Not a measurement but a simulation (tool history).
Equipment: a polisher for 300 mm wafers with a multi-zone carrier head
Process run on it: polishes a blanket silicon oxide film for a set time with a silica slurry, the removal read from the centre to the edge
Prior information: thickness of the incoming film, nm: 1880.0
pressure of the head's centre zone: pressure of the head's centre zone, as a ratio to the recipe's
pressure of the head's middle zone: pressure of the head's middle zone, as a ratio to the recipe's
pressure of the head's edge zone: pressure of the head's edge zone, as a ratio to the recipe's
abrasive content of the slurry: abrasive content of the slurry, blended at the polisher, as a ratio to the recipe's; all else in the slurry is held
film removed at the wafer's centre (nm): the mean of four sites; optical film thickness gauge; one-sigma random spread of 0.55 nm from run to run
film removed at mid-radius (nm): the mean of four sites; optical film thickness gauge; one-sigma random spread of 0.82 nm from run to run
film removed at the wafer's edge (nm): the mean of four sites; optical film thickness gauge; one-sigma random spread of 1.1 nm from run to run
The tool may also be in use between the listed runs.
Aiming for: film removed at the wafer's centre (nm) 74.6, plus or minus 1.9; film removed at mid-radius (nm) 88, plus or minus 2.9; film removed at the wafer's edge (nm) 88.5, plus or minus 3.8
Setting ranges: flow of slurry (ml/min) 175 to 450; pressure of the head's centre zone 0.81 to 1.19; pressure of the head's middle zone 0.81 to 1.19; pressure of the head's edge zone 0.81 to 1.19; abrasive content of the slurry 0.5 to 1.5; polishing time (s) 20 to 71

run	hour	flow of slurry (ml/min)	pressure of the head's centre zone	pressure of the head's middle zone	pressure of the head's edge zone	abrasive content of the slurry	polishing time (s)	film removed at the wafer's centre (nm)	film removed at mid-radius (nm)	film removed at the wafer's edge (nm)
1	0	290	1	1	1	1	45	129.48	127.27	134.74
2	2.5	290	0.92	1	1	1	45	120.87	128.61	133.79
3	10.2	290	0.92	1.06	1	1	45	119.64	136.67	138.5
4	11.2	290	0.92	1.06	0.94	1	45	119.74	136.95	131.88
5	19.1	260	0.92	1.06	0.94	1	45	116.69	133.54	129.19
6	27	260	0.92	1.06	0.94	0.8	45	101.85	114.94	111.7
7	31	255	0.91	1.05	0.94	0.75	45	95.632	110.03	108.01
8	34.5	250	0.9	1.04	0.93	0.75	45	94.02	107.89	106.76
9	39.6	245	0.89	1.03	0.92	0.75	45	93.361	106.83	105.87
# hour 45.9: edge zone pressure recalibrated
10	45.9	240	0.88	1.02	0.91	0.75	45	91.339	104.99	99.215
11	53.7	235	0.87	1.01	0.92	0.75	45	90.186	105.6	100.66
12	60.9	230	0.86	1	0.93	0.75	45	88.837	103.62	98.609
13	68.7	230	0.85	0.99	0.94	0.75	45	88.483	102.1	99.347
14	73.7	230	0.85	0.99	0.95	0.75	45	88.099	102.4	100.24
15	78.3	225	0.85	0.99	0.95	0.75	45	88.013	101.18	100.55
16	85.8	220	0.85	0.99	0.95	0.75	45	86.597	100.29	100.66
17	93.3	215	0.85	0.99	0.95	0.75	45	86.979	101.47	101.19
18	102.1	210	0.85	0.99	0.95	0.75	45	87.265	101.99	100.81

Exactly one of the 4 candidate moves below puts every result within its allowed miss. Which one?
A	110.9	225	0.83	0.98	1.05	0.7	44	?	?	?
B	110.9	190	0.88	0.83	0.85	0.9	48	?	?	?
C	110.9	185	0.94	1.03	1.03	0.5	58	?	?	?
D	110.9	175	0.92	1.1	1.1	0.65	42	?	?	?

move	film removed at the wafer's centre (nm)	film removed at mid-radius (nm)	film removed at the wafer's edge (nm)
A	80.05	95.436	96.123
B	107.94	106.16	112.16
C	81.62	89.791	86.628
D	75.641	90.021	85.022
A: nearer than the last run, and not there yet
B: lands further from the targets than the last run did
C: nearer than the last run, and not there yet
D: all results land within tolerance of their targets
Go with D: it meets all targets.
